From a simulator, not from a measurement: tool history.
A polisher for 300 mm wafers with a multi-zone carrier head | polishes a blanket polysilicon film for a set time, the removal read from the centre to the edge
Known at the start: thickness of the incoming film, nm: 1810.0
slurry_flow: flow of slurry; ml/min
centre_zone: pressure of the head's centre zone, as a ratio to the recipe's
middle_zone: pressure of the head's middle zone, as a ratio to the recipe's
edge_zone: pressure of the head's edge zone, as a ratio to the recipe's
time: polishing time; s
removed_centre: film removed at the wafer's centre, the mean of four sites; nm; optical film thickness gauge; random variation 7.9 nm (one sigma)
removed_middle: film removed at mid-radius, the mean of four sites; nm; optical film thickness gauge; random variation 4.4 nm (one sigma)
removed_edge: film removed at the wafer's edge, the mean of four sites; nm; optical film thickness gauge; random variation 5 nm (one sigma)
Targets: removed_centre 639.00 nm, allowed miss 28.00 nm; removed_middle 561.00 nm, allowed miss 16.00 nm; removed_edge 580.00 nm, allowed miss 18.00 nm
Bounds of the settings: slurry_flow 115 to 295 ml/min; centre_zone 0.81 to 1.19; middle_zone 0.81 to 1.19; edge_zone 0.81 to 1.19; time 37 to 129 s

run  hour  slurry_flow  centre_zone  middle_zone  edge_zone  time  removed_centre  removed_middle  removed_edge
  1   0.0          190         1.00         1.00       1.00    83          451.12          448.90        433.31
  2   2.7          190         0.97         1.00       1.00    83          433.60          442.94        437.61
  3   5.3          195         0.98         1.00       1.02    85          458.09          461.83        443.61
  4  13.9          195         0.98         0.93       1.02    85          452.39          438.11        449.93
  5  16.7          195         0.98         0.93       1.08    85          449.67          437.50        455.01
  6  25.5          195         0.99         0.93       1.08    87          467.49          449.44        473.19
  7  34.3          195         1.00         0.93       1.09    89          483.33          461.22        485.03
  8  37.5          200         1.01         0.93       1.10    90          496.34          463.72        494.31

4 next moves are on the table. One of them brings every result within its allowed miss. Which?
  A  40.7          240         1.10         0.97       1.13   103               ?               ?             ?
  B  40.7          230         1.19         1.10       0.88    86               ?               ?             ?
  C  40.7          215         1.04         0.84       1.09   115               ?               ?             ?
  D  40.7          185         0.81         1.03       1.10    76               ?               ?             ?

move  removed_centre  removed_middle  removed_edge
   A          645.75          562.85        576.11
   B          580.45          514.98        437.78
   C          669.53          556.03        628.42
   D          335.26          419.01        408.47
A: meets every target
B: further off than the last run
C: brings the result that was furthest off to its target, and leaves another outside
D: further off than the last run
The right move is A.

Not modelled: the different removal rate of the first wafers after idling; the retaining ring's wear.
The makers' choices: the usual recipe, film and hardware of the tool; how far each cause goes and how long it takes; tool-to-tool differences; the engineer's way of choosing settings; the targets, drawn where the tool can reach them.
